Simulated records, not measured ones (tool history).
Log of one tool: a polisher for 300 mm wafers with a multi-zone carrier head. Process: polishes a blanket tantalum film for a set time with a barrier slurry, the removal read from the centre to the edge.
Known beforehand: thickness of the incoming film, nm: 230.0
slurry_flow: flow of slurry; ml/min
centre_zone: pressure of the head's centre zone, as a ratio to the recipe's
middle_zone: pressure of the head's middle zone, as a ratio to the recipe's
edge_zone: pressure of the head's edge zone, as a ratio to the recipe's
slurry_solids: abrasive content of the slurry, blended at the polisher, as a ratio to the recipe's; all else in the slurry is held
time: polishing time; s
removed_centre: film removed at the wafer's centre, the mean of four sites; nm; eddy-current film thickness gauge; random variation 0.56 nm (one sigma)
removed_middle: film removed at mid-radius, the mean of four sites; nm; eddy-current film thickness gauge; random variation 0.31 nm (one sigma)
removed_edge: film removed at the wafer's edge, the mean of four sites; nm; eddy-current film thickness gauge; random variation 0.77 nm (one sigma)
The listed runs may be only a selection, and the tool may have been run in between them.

| run | day | slurry_flow | centre_zone | middle_zone | edge_zone | slurry_solids | time | removed_centre | removed_middle | removed_edge |
|---|---|---|---|---|---|---|---|---|---|---|
| 1 | 0 | 295 | 1 | 1 | 1 | 1 | 56 | 83.822 | 82.192 | 82.342 |
| 2 | 0.217 | 295 | 1 | 1.07 | 1 | 1 | 56 | 83.308 | 86.645 | 84.229 |
| 3 | 0.458 | 295 | 1 | 1.07 | 1.05 | 1 | 56 | 83.991 | 86.388 | 86.307 |
| 4 | 0.575 | 295 | 1 | 1.12 | 1.05 | 1 | 56 | 86.001 | 88.939 | 86.395 |
| 5 | 0.942 | 295 | 1 | 1.12 | 0.97 | 1 | 56 | 83.234 | 90.536 | 81.817 |
| 6 | 1.104 | 295 | 1 | 1.08 | 0.97 | 1 | 56 | 85.193 | 86.288 | 83.802 |
| 7 | 1.362 | 290 | 0.97 | 1.05 | 0.95 | 0.9 | 53 | 74.994 | 77.302 | 73.927 |

Predict the results of run 8:
| 8 | 1.546 | 280 | 0.94 | 1.02 | 0.95 | 0.8 | 52 | ? | ? | ? |

Logged for run 8: removed_centre 69.381 nm, removed_middle 72.112 nm, removed_edge 69.45 nm.

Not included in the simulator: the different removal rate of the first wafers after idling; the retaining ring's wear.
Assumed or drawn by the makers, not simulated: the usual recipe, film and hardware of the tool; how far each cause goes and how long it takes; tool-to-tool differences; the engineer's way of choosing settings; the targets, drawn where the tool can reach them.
